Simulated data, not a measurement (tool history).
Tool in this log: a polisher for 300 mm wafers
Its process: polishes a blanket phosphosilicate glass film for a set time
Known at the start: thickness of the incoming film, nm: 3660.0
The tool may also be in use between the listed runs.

run	hour	flow of slurry (ml/min)	pressure of the wafer on the pad (psi)	speed of the pad under the wafer (cm/s)	abrasive content of the slurry	polishing time (s)	film removed (nm)
1	0	150	3.6	102	1	36	338.03
2	4.5	150	3.6	120	1	36	375.66
3	6.3	180	3.6	120	1	36	394.38
4	13.9	180	3.3	118	1	36	367.78
5	19	175	3.1	114	1	36	337.36
6	21.3	175	4	114	1	36	410.98
7	26.5	170	3	88	0.95	36	262.03
8	35.3	170	2.9	88	0.95	36	261.45
9	44	165	1.9	84	0.95	36	173.43
10	44.8	170	1.9	84	0.95	36	173.77

Forecast run 11:
11	46.9	170	2.4	86	0.95	36	?

Logged for run 11: film removed (nm) 221.99.
